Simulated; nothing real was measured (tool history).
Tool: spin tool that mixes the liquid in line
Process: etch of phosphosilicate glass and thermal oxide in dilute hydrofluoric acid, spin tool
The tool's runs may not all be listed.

run	hour	temperature setpoint of the liquid (°C)	parts of water to one part of 49 % hydrofluoric acid (parts by volume)	time under the liquid (s)	thickness taken off the phosphosilicate glass on a monitor wafer (nm)	thickness taken off the thermal oxide on a monitor wafer (nm)
1	0	22	155	125	55.185	3.3782
2	3.3	22	155	85	37.475	2.2922
3	12	22	155	120	52.844	3.276
4	13.2	19	155	120	46.65	2.9451
5	19	21	155	120	50.876	3.1264
6	25.8	23	155	120	54.731	3.3998
7	29.9	22	170	120	46.689	2.9419

What will run 8 give?
8	34	18	235	115	?	?

{"run 8": {"thickness taken off the phosphosilicate glass on a monitor wafer (nm)": 26.298, "thickness taken off the thermal oxide on a monitor wafer (nm)": 1.6597}}
